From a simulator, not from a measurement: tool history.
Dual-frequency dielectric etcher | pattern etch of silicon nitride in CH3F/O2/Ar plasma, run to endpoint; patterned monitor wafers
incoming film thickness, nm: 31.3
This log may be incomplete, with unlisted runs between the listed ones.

run 1 day=0.000 | source_power_(W)=460 bias_power_(W)=96 | endpoint_time_(s)=38.814
run 2 day=0.054 | source_power_(W)=540 bias_power_(W)=96 | endpoint_time_(s)=37.086
run 3 day=0.212 | source_power_(W)=570 bias_power_(W)=97 | endpoint_time_(s)=36.362
run 4 day=0.512 | source_power_(W)=520 bias_power_(W)=97 | endpoint_time_(s)=37.237
run 5 day=0.729 | source_power_(W)=560 bias_power_(W)=98 | endpoint_time_(s)=36.472
run 6 day=0.858 | source_power_(W)=590 bias_power_(W)=99 | endpoint_time_(s)=35.643
run 7 day=1.071 | source_power_(W)=610 bias_power_(W)=100 | endpoint_time_(s)=35.238

What will run 8 give?
run 8 day=1.304 | source_power_(W)=620 bias_power_(W)=101 | endpoint_time_(s)=?

endpoint time (s): 35.031
